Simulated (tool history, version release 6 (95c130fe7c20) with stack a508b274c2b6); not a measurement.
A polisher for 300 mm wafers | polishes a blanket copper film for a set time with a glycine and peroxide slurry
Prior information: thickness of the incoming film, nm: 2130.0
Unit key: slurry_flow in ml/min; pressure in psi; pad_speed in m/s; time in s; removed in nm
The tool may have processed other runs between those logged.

run,day,slurry_flow,pressure,pad_speed,time,removed
1,0.000,175,2.9,0.78,115,450.74
2,0.079,170,2.7,0.78,115,428.37
3,0.108,170,2.7,0.78,120,446.89
4,0.400,170,2.3,0.78,120,395.77
5,0.717,165,2.2,0.78,120,382.78
6,0.767,165,2.2,0.78,120,382.92
7,1.125,140,1.5,0.78,120,290.59

Forecast run 8:
8,1.204,145,1.5,0.78,120,?

Run 8 measured removed 292.53 nm.
